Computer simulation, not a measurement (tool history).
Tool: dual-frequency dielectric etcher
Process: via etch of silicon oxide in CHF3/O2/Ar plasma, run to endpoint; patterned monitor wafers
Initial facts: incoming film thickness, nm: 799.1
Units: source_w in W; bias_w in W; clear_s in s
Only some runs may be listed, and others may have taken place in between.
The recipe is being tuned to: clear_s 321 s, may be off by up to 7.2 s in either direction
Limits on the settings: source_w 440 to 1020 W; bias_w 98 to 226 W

{"run": 1, "hour": 0.0, "source_w": 730, "bias_w": 162, "clear_s": 389.65}
{"run": 2, "hour": 6.8, "source_w": 780, "bias_w": 168, "clear_s": 377.55}
{"run": 3, "hour": 10.1, "source_w": 900, "bias_w": 168, "clear_s": 359.08}
{"run": 4, "hour": 13.0, "source_w": 920, "bias_w": 174, "clear_s": 351.58}
{"run": 5, "hour": 18.7, "source_w": 940, "bias_w": 179, "clear_s": 343.75}
{"run": 6, "hour": 19.6, "source_w": 840, "bias_w": 179, "clear_s": 357.42}
{"run": 7, "hour": 21.7, "source_w": 870, "bias_w": 183, "clear_s": 354.86}
{"run": 8, "hour": 29.0, "source_w": 900, "bias_w": 188, "clear_s": 341.84}
{"run": 9, "hour": 37.5, "source_w": 920, "bias_w": 190, "clear_s": 344.43}

Next run, 4 choices. One meets every target within its allowed miss, the rest don't. Which?
{"run": "A", "hour": 46.0, "source_w": 1000, "bias_w": 205, "clear_s": "?"}
{"run": "B", "hour": 46.0, "source_w": 720, "bias_w": 170, "clear_s": "?"}
{"run": "C", "hour": 46.0, "source_w": 620, "bias_w": 211, "clear_s": "?"}
{"run": "D", "hour": 46.0, "source_w": 590, "bias_w": 188, "clear_s": "?"}

move=A clear_s=320.04
move=B clear_s=382.23
move=C clear_s=369.98
move=D clear_s=392.41
A: all results land within tolerance of their targets
B: its largest miss is bigger than the last run's
C: its largest miss is bigger than the last run's
D: its largest miss is bigger than the last run's
So the answer is move A, the one that meets all the targets.
